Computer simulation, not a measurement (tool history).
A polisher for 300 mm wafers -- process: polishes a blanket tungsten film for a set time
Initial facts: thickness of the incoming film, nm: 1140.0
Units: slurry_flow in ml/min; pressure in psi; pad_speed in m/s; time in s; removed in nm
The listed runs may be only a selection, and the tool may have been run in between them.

{"run": 1, "hour": 0.0, "slurry_flow": 250, "pressure": 2.8, "pad_speed": 1.24, "slurry_solids": 1.0, "time": 81, "removed": 408.43}
{"run": 2, "hour": 0.7, "slurry_flow": 190, "pressure": 2.8, "pad_speed": 1.24, "slurry_solids": 1.0, "time": 81, "removed": 388.53}
{"run": 3, "hour": 9.5, "slurry_flow": 190, "pressure": 2.4, "pad_speed": 1.24, "slurry_solids": 1.0, "time": 81, "removed": 340.45}
{"run": 4, "hour": 12.7, "slurry_flow": 185, "pressure": 2.1, "pad_speed": 1.24, "slurry_solids": 1.0, "time": 81, "removed": 297.43}
{"run": 5, "hour": 13.3, "slurry_flow": 185, "pressure": 2.1, "pad_speed": 1.24, "slurry_solids": 0.85, "time": 81, "removed": 285.0}
{"run": 6, "hour": 19.8, "slurry_flow": 185, "pressure": 2.1, "pad_speed": 1.24, "slurry_solids": 0.65, "time": 81, "removed": 263.68}
{"run": 7, "hour": 23.9, "slurry_flow": 180, "pressure": 2.0, "pad_speed": 1.24, "slurry_solids": 0.65, "time": 81, "removed": 251.66}

Run 8 is up next; what results do you expect?
{"run": 8, "hour": 30.8, "slurry_flow": 175, "pressure": 2.0, "pad_speed": 1.24, "slurry_solids": 0.65, "time": 81, "removed": "?"}

Run 8 came out at removed 251.08 nm.

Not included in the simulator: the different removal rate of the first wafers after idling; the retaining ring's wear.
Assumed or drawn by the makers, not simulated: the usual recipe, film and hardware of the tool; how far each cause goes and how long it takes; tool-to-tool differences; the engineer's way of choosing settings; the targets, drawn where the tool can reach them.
